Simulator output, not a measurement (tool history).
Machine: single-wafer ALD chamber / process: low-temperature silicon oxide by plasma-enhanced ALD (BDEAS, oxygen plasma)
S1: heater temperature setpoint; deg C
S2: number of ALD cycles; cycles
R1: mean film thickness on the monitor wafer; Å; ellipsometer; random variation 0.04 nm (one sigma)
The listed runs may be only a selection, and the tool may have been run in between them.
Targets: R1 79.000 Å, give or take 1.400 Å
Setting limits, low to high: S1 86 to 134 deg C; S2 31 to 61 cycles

run 1 hour=0.0 | S1=110 S2=46 | R1=68.056
run 2 hour=1.4 | S1=110 S2=41 | R1=60.845
run 3 hour=4.6 | S1=109 S2=43 | R1=64.422
run 4 hour=9.7 | S1=107 S2=44 | R1=66.129
run 5 hour=16.7 | S1=105 S2=45 | R1=67.485
run 6 hour=21.6 | S1=105 S2=39 | R1=58.263
run 7 hour=29.0 | S1=105 S2=41 | R1=61.914
run 8 hour=36.3 | S1=103 S2=42 | R1=63.435
run 9 hour=41.7 | S1=102 S2=43 | R1=64.718
run 10 hour=47.3 | S1=99 S2=50 | R1=76.646

Which of these 5 next moves meets every target?
run A hour=52.9 | S1=102 S2=52 | R1=?
run B hour=52.9 | S1=88 S2=48 | R1=?
run C hour=52.9 | S1=102 S2=50 | R1=?
run D hour=52.9 | S1=91 S2=49 | R1=?
run E hour=52.9 | S1=115 S2=52 | R1=?

move=A R1=78.391
move=B R1=75.930
move=C R1=75.376
move=D R1=76.682
move=E R1=76.483
A: each result inside its tolerance
B: further off than the last run
C: further off than the last run
D: no better and no worse than the last run
E: further off than the last run
A is the move that brings every result within its allowed miss.

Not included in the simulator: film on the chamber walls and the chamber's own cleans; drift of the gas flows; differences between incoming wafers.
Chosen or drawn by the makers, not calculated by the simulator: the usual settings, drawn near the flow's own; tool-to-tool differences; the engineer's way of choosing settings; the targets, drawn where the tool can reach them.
